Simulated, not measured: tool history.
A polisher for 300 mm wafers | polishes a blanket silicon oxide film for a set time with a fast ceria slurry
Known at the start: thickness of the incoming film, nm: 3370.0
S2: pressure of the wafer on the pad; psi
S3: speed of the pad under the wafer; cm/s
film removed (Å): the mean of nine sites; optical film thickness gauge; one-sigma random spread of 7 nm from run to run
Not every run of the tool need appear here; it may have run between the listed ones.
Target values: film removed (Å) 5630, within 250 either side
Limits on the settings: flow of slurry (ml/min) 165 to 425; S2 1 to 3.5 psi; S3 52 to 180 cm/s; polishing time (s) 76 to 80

Run 1, hour 0: flow of slurry (ml/min) 275, S2 2.2 psi, S3 116 cm/s, polishing time (s) 76. Result: film removed (Å) 11988.
Run 2, hour 3.3: flow of slurry (ml/min) 235, S2 2.2 psi, S3 116 cm/s, polishing time (s) 76. Result: film removed (Å) 11743.
Run 3, hour 9.2: flow of slurry (ml/min) 235, S2 2.2 psi, S3 130 cm/s, polishing time (s) 76. Result: film removed (Å) 13027.
Run 4, hour 9.8: flow of slurry (ml/min) 235, S2 2.5 psi, S3 130 cm/s, polishing time (s) 76. Result: film removed (Å) 14770.
Run 5, hour 11.5: flow of slurry (ml/min) 230, S2 2.1 psi, S3 118 cm/s, polishing time (s) 76. Result: film removed (Å) 11359.
Run 6, hour 13.8: flow of slurry (ml/min) 225, S2 1.8 psi, S3 110 cm/s, polishing time (s) 76. Result: film removed (Å) 9219.9.
At hour 17.5: head pressure recalibrated.
Run 7, hour 17.5: flow of slurry (ml/min) 220, S2 1.6 psi, S3 106 cm/s, polishing time (s) 76. Result: film removed (Å) 6988.8.
Run 8, hour 24.4: flow of slurry (ml/min) 215, S2 1.5 psi, S3 106 cm/s, polishing time (s) 76. Result: film removed (Å) 6690.2.
Run 9, hour 28: flow of slurry (ml/min) 215, S2 1.1 psi, S3 104 cm/s, polishing time (s) 76. Result: film removed (Å) 4985.9.
Run 10, hour 29.8: flow of slurry (ml/min) 215, S2 1.2 psi, S3 104 cm/s, polishing time (s) 76. Result: film removed (Å) 5314.

Below are 5 possible settings for the next run. Only one of them brings all results inside the allowed miss of their targets. Which is it?
Run A, hour 31.6: flow of slurry (ml/min) 210, S2 1.1 psi, S3 108 cm/s, polishing time (s) 77. Result: film removed (Å) ?.
Run B, hour 31.6: flow of slurry (ml/min) 180, S2 1.2 psi, S3 92 cm/s, polishing time (s) 80. Result: film removed (Å) ?.
Run C, hour 31.6: flow of slurry (ml/min) 230, S2 1.4 psi, S3 76 cm/s, polishing time (s) 77. Result: film removed (Å) ?.
Run D, hour 31.6: flow of slurry (ml/min) 260, S2 1 psi, S3 114 cm/s, polishing time (s) 76. Result: film removed (Å) ?.
Run E, hour 31.6: flow of slurry (ml/min) 205, S2 1.1 psi, S3 114 cm/s, polishing time (s) 80. Result: film removed (Å) ?.

move  film removed (Å)
   A            5164.3
   B            5029.8
   C            4988.1
   D              4983
   E            5590.4
A: the biggest miss grows against the last run
B: the biggest miss grows against the last run
C: the biggest miss grows against the last run
D: the biggest miss grows against the last run
E: hits every target within its allowed miss
E is the move that brings every result within its allowed miss.

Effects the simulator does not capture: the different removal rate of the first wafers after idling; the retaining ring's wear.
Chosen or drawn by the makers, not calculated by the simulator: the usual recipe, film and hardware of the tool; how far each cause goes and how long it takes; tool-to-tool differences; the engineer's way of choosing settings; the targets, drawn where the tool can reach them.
